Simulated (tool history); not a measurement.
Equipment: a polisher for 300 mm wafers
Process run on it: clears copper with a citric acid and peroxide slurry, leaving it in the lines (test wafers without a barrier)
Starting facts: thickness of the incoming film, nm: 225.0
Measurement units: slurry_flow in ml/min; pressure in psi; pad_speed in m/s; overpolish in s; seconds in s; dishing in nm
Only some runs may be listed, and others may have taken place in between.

run	hour	slurry_flow	pressure	pad_speed	slurry_solids	overpolish	seconds	dishing
1	0.0	190	3.2	0.84	1.0	30	114.670	39.283
2	1.7	190	4.0	0.84	1.0	30	93.378	46.495
3	7.1	190	4.0	0.96	1.0	30	87.489	50.380
4	9.2	190	3.8	0.94	1.0	28	90.063	43.332
5	16.6	190	3.8	1.14	1.0	28	77.851	51.453
6	18.4	190	3.8	1.22	1.0	28	72.539	51.629
7	20.9	190	3.5	1.20	1.0	27	77.389	49.106
8	24.3	190	3.3	1.18	1.0	26	87.451	44.481
9	26.0	190	3.1	1.18	1.0	25	87.526	41.172
10	32.8	190	2.9	1.16	1.0	24	99.738	37.912
11	40.7	190	2.8	1.16	1.0	23	96.455	36.863

The next listed run, before its measurement:
12	49.6	190	2.6	1.16	1.0	22	?	?

seconds: 103.990 s
dishing: 31.960 nm
